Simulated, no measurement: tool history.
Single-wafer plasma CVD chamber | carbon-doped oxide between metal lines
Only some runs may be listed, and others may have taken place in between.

run  hour  heater temperature setpoint (°C)  chamber pressure (Torr)  RF power (kW)  deposition time (s)  mean film thickness on the monitor wafer (Å)
  1     0                               335                     5.04            0.4                 6.41                                        281.09
  2   7.5                               335                     5.04            0.4                 6.41                                        282.77
  3  15.8                               335                     5.04           0.43                 6.41                                        293.56
  4  17.5                               336                     4.92           0.42                  6.4                                        288.57
  5  22.4                               336                     4.92          0.465                  6.4                                        311.32
  6  28.3                               337                     4.82          0.455                 6.39                                        305.88

Estimate the outcome of run 7 from the log above:
  7    37                               338                     4.79          0.445                 6.37                                             ?

mean film thickness on the monitor wafer (Å): 299.91

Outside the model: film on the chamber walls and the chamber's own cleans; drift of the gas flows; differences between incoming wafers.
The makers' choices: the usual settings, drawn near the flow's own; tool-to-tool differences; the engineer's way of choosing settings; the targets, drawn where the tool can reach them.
